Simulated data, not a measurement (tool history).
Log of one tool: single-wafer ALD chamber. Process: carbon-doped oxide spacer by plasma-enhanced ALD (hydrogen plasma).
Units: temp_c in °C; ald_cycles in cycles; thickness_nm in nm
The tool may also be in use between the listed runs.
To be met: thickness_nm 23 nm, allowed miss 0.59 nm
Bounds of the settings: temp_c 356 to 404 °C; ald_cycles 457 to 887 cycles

run	hour	temp_c	ald_cycles	thickness_nm
1	0	380	672	31.245
2	0.8	385	672	31.146
3	8.6	385	634	29.472
4	9.5	385	585	27.121
5	11.2	385	555	25.675
6	19.2	385	536	24.886
7	24.9	385	522	24.184
8	29.4	385	514	23.858

5 next moves are on the table. One of them brings every result within its allowed miss. Which?
A	33.9	385	491	?
B	33.9	380	544	?
C	33.9	369	468	?
D	33.9	379	544	?
E	33.9	386	537	?

move	thickness_nm
A	22.727
B	25.181
C	21.663
D	25.181
E	24.857
A: meets every target
B: further off than the last run
C: takes the result that was furthest off past its target
D: further off than the last run
E: further off than the last run
The right move is A.
